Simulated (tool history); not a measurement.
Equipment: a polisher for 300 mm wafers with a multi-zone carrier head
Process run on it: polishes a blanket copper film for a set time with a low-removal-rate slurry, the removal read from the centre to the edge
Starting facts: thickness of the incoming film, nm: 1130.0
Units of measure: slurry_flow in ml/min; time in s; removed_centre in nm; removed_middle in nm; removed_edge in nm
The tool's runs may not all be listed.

run 1 hour=0.0 | slurry_flow=125 centre_zone=1.00 middle_zone=1.00 edge_zone=1.00 slurry_solids=1.00 time=51 | removed_centre=102.63 removed_middle=103.650 removed_edge=102.470
run 2 hour=4.8 | slurry_flow=120 centre_zone=1.03 middle_zone=1.00 edge_zone=0.94 slurry_solids=0.95 time=51 | removed_centre=103.61 removed_middle=100.580 removed_edge=98.477
run 3 hour=6.6 | slurry_flow=115 centre_zone=1.06 middle_zone=1.01 edge_zone=0.90 slurry_solids=0.90 time=51 | removed_centre=105.50 removed_middle=101.180 removed_edge=94.366
run 4 hour=15.6 | slurry_flow=110 centre_zone=1.07 middle_zone=1.00 edge_zone=0.88 slurry_solids=0.85 time=51 | removed_centre=102.34 removed_middle=96.675 removed_edge=91.537
run 5 hour=19.4 | slurry_flow=110 centre_zone=1.07 middle_zone=1.00 edge_zone=0.88 slurry_solids=0.85 time=56 | removed_centre=111.22 removed_middle=106.530 removed_edge=100.410
run 6 hour=28.1 | slurry_flow=110 centre_zone=1.07 middle_zone=1.00 edge_zone=0.88 slurry_solids=1.00 time=56 | removed_centre=115.97 removed_middle=109.610 removed_edge=104.440

What does the tool deliver on the next run?
run 7 hour=34.8 | slurry_flow=105 centre_zone=1.09 middle_zone=1.00 edge_zone=0.86 slurry_solids=0.85 time=55 | removed_centre=? removed_middle=? removed_edge=?

removed_centre: 109.80 nm
removed_middle: 101.830 nm
removed_edge: 95.458 nm
